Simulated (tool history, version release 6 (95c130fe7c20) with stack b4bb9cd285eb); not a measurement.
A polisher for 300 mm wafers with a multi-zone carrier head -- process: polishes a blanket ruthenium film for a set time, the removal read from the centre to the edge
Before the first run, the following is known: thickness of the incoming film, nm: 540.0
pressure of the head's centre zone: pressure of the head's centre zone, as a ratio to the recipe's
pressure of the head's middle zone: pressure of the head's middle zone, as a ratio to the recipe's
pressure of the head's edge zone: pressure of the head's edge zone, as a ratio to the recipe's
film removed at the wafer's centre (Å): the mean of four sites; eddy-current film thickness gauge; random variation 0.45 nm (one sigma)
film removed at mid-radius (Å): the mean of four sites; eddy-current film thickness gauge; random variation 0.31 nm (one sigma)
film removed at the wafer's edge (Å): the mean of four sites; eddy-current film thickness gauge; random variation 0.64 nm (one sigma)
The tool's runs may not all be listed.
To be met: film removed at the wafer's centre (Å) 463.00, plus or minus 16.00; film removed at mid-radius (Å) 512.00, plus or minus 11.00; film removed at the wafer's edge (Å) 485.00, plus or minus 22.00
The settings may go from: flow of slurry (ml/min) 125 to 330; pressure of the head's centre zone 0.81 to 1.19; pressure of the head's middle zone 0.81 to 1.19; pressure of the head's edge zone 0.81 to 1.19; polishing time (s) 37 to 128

run	hour	flow of slurry (ml/min)	pressure of the head's centre zone	pressure of the head's middle zone	pressure of the head's edge zone	polishing time (s)	film removed at the wafer's centre (Å)	film removed at mid-radius (Å)	film removed at the wafer's edge (Å)
1	0.0	210	1.00	1.00	1.00	82	636.90	633.39	650.22
2	1.7	210	1.00	1.00	1.00	63	484.26	485.19	507.20
3	6.9	210	0.99	1.01	0.99	63	476.99	490.57	507.14
4	8.7	210	0.99	1.01	0.95	63	494.71	490.77	484.80
5	12.9	210	0.99	0.97	0.95	63	492.46	477.67	481.60
6	16.8	210	0.99	0.97	0.88	63	482.29	473.85	477.71
7	17.8	215	0.98	0.98	0.88	63	487.11	488.45	476.63
8	19.5	215	0.97	0.98	0.88	63	480.05	483.59	477.97
9	25.4	220	0.96	0.99	0.88	63	475.30	486.45	476.51
# hour 27.4: worn pad replaced by a new one
10	27.4	225	0.96	1.00	0.88	63	512.84	528.69	500.59

Exercise: of the 5 proposed moves below, exactly one satisfies all targets within the stated allowed misses. Which move is it?
A	29.4	240	0.98	1.03	0.85	56	?	?	?
B	29.4	160	0.81	1.01	1.00	68	?	?	?
C	29.4	225	0.85	1.04	0.83	66	?	?	?
D	29.4	195	0.89	0.98	0.82	63	?	?	?
E	29.4	220	0.92	1.16	0.87	56	?	?	?

move	film removed at the wafer's centre (Å)	film removed at mid-radius (Å)	film removed at the wafer's edge (Å)
A	464.26	484.45	434.30
B	431.39	541.41	541.44
C	469.48	571.10	503.13
D	457.98	507.21	470.45
E	430.29	530.16	434.24
A: gets the furthest-off result to its target, but another result is out of tolerance
B: carries the result that was furthest off beyond its target, to the other side
C: gets the furthest-off result to its target, but another result is out of tolerance
D: every result within its allowed miss
E: carries the result that was furthest off beyond its target, to the other side
D is the move that brings every result within its allowed miss.
